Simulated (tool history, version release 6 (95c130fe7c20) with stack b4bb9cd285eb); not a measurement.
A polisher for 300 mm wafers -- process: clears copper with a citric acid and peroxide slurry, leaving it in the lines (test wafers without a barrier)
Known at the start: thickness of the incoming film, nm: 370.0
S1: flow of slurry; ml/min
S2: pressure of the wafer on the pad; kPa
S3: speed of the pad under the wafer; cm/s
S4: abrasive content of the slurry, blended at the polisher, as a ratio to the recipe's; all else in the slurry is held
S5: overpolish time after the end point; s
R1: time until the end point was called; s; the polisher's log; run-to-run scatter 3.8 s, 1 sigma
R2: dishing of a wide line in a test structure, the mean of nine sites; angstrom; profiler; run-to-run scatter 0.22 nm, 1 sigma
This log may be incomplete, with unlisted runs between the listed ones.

run 1 day=0.000 | S1=190 S2=17.2 S3=118 S4=1.0 S5=14 | R1=175.61 R2=233.59
run 2 day=0.300 | S1=190 S2=15.9 S3=116 S4=1.0 S5=14 | R1=188.86 R2=216.69
run 3 day=0.342 | S1=170 S2=15.9 S3=116 S4=1.0 S5=14 | R1=190.96 R2=204.72
run 4 day=0.404 | S1=165 S2=14.5 S3=114 S4=1.0 S5=14 | R1=210.58 R2=197.31
run 5 day=0.621 | S1=165 S2=14.5 S3=114 S4=1.0 S5=19 | R1=213.09 R2=255.22
run 6 day=0.904 | S1=165 S2=14.5 S3=114 S4=1.1 S5=19 | R1=205.41 R2=254.33

Run 7 comes next. What will it give?
run 7 day=1.012 | S1=165 S2=13.8 S3=112 S4=1.1 S5=18 | R1=? R2=?

{"run 7": {"R1": 223.11, "R2": 232.42}}

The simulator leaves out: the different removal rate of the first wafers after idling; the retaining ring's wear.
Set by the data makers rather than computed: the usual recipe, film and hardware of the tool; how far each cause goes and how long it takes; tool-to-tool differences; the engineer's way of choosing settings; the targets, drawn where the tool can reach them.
